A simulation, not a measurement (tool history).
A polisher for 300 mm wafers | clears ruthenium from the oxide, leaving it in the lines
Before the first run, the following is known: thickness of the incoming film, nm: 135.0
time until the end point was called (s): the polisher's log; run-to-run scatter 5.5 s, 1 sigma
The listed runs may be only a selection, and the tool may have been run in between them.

run	hour	flow of slurry (ml/min)	pressure of the wafer on the pad (psi)	speed of the pad under the wafer (m/s)	overpolish time after the end point (s)	time until the end point was called (s)
1	0	210	2.2	1.06	24	87.692
2	4.6	190	1.9	0.92	24	115.01
3	8.1	190	1.9	0.92	26	118.82
4	12.4	165	1.9	0.92	26	118.37
5	17.6	155	1.7	0.8	26	153.07
6	22.8	155	1.5	0.74	26	186.35
7	25.3	155	1.5	0.74	26	182.06
8	34.1	155	1.4	0.7	26	208.95
9	35.8	155	1.3	0.68	26	229.85

What does the tool deliver on the next run?
10	42.5	155	1.2	0.68	26	?

time until the end point was called (s): 249.87

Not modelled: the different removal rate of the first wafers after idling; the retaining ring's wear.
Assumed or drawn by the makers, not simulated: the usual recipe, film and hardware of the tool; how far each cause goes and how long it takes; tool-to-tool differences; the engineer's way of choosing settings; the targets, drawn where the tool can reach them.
